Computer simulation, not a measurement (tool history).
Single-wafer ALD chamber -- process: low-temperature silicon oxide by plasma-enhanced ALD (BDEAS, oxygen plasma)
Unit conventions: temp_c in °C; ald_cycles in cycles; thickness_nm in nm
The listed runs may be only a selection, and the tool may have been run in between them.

{"run": 1, "hour": 0.0, "temp_c": 95, "ald_cycles": 36, "thickness_nm": 5.3633}
{"run": 2, "hour": 8.0, "temp_c": 103, "ald_cycles": 36, "thickness_nm": 5.254}
{"run": 3, "hour": 13.1, "temp_c": 98, "ald_cycles": 38, "thickness_nm": 5.6183}
{"run": 4, "hour": 22.1, "temp_c": 93, "ald_cycles": 39, "thickness_nm": 5.817}
{"run": 5, "hour": 25.0, "temp_c": 98, "ald_cycles": 39, "thickness_nm": 5.7481}
{"run": 6, "hour": 27.1, "temp_c": 98, "ald_cycles": 34, "thickness_nm": 5.0108}
{"run": 7, "hour": 35.6, "temp_c": 94, "ald_cycles": 36, "thickness_nm": 5.4073}
{"hour": 38.9, "done": "thermocouple changed; heater temperature recalibrated"}
{"run": 8, "hour": 38.9, "temp_c": 89, "ald_cycles": 37, "thickness_nm": 5.5183}

Estimate the outcome of run 9 from the log above:
{"run": 9, "hour": 42.6, "temp_c": 89, "ald_cycles": 37, "thickness_nm": "?"}

Run 9 yielded thickness_nm 5.5604 nm.
